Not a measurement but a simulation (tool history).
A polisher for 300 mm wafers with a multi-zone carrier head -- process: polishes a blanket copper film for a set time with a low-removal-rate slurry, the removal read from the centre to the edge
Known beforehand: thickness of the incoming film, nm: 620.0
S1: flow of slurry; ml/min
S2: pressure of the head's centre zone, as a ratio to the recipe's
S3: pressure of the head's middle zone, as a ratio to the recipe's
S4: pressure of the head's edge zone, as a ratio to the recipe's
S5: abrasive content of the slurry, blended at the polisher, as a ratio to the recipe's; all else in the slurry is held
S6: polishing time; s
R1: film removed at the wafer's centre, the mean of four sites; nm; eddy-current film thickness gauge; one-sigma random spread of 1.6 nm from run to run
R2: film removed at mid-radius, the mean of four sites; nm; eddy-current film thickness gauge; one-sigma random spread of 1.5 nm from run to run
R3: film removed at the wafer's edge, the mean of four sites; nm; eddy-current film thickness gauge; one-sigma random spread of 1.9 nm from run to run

run,hour,S1,S2,S3,S4,S5,S6,R1,R2,R3
1,0.0,230,1.00,1.00,1.00,1.00,85,174.30,190.71,182.41
2,8.9,230,1.00,1.00,0.92,1.00,85,174.09,191.78,181.16
3,11.8,230,1.00,0.93,0.92,1.00,85,177.53,182.89,179.90
4,18.1,230,0.92,0.93,0.92,1.00,85,161.63,181.90,183.66
# hour 26.9: centre zone pressure recalibrated
5,26.9,230,0.92,0.93,0.92,1.00,68,138.12,145.31,142.18
6,34.1,230,0.92,0.93,0.85,1.00,68,136.10,143.67,138.10
7,36.6,200,0.82,0.83,0.95,1.25,70,134.90,147.46,161.76

The next listed run, before its measurement:
8,45.3,200,0.83,0.83,0.96,1.25,70,?,?,?

Run 8 produced R1 134.01 nm, R2 145.12 nm, R3 162.97 nm.

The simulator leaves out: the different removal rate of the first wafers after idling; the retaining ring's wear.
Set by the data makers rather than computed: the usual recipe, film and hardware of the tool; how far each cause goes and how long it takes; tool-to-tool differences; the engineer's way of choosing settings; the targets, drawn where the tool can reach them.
